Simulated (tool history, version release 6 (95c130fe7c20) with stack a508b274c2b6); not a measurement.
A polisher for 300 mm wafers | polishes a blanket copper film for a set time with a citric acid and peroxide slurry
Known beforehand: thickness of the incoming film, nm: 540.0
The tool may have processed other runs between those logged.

run  hour  flow of slurry (ml/min)  pressure of the wafer on the pad (psi)  speed of the pad under the wafer (cm/s)  abrasive content of the slurry  polishing time (s)  film removed (Å)
  1     0                      215                                     3.7                                      124                               1                  17            528.31
  2   0.6                      220                                     4.3                                      124                               1                  17            595.52
  3   2.6                      190                                     4.3                                      124                               1                  17            577.18
  4  11.5                      190                                     4.3                                      124                               1                  15            515.45
  5  16.4                      210                                     4.3                                      124                               1                  15            518.87
  6  18.2                      210                                     4.8                                      136                               1                  15            619.46
  7  21.7                      220                                     5.1                                      146                               1                  15            701.76

What does the tool deliver on the next run?
  8  25.5                      220                                     5.8                                      164                               1                  15                 ?

film removed (Å): 869.23
